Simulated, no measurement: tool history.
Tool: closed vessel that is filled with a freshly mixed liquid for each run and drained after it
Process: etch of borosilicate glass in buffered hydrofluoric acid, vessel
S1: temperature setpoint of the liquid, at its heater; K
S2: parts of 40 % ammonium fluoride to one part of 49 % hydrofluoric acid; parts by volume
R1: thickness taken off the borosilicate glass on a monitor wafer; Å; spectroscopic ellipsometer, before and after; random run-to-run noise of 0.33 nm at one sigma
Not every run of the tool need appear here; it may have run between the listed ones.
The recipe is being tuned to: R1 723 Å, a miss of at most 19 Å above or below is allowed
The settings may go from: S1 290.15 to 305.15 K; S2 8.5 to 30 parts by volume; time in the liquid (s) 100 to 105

Run 1, hour 0: S1 298.15 K, S2 23 parts by volume, time in the liquid (s) 100. Result: R1 588.07 Å.
Run 2, hour 3.9: S1 298.15 K, S2 23 parts by volume, time in the liquid (s) 105. Result: R1 618.31 Å.
Run 3, hour 5.2: S1 298.15 K, S2 28.5 parts by volume, time in the liquid (s) 105. Result: R1 536.4 Å.
Run 4, hour 12.4: S1 298.15 K, S2 28.5 parts by volume, time in the liquid (s) 100. Result: R1 510.19 Å.
Run 5, hour 16.6: S1 298.15 K, S2 28.5 parts by volume, time in the liquid (s) 105. Result: R1 528.89 Å.
Run 6, hour 23: S1 295.15 K, S2 28.5 parts by volume, time in the liquid (s) 105. Result: R1 453.81 Å.
Run 7, hour 29.6: S1 295.15 K, S2 28.5 parts by volume, time in the liquid (s) 105. Result: R1 453.42 Å.
Run 8, hour 32.5: S1 297.15 K, S2 28.5 parts by volume, time in the liquid (s) 105. Result: R1 502.2 Å.
Run 9, hour 38.1: S1 298.65 K, S2 28.5 parts by volume, time in the liquid (s) 105. Result: R1 545.38 Å.
Run 10, hour 45.3: S1 300.15 K, S2 28.5 parts by volume, time in the liquid (s) 105. Result: R1 593.41 Å.
Run 11, hour 48.7: S1 301.15 K, S2 28.5 parts by volume, time in the liquid (s) 105. Result: R1 623.77 Å.
Run 12, hour 50.5: S1 301.65 K, S2 28.5 parts by volume, time in the liquid (s) 105. Result: R1 641.48 Å.
Run 13, hour 53.5: S1 302.15 K, S2 28.5 parts by volume, time in the liquid (s) 105. Result: R1 660.38 Å.

Below are 5 possible settings for the next run. Only one of them brings all results inside the allowed miss of their targets. Which is it?
Run A, hour 56.5: S1 300.15 K, S2 29 parts by volume, time in the liquid (s) 105. Result: R1 ?.
Run B, hour 56.5: S1 302.15 K, S2 25 parts by volume, time in the liquid (s) 100. Result: R1 ?.
Run C, hour 56.5: S1 299.15 K, S2 28 parts by volume, time in the liquid (s) 100. Result: R1 ?.
Run D, hour 56.5: S1 300.15 K, S2 22 parts by volume, time in the liquid (s) 100. Result: R1 ?.
Run E, hour 56.5: S1 304.15 K, S2 29.5 parts by volume, time in the liquid (s) 105. Result: R1 ?.

move      R1
   A  587.33
   B  688.66
   C  543.24
   D  676.73
   E     717
A: further off than the last run
B: nearer the targets than the last run, but a result is still out of spec
C: further off than the last run
D: nearer the targets than the last run, but a result is still out of spec
E: meets every target
Go with E: it meets all targets.
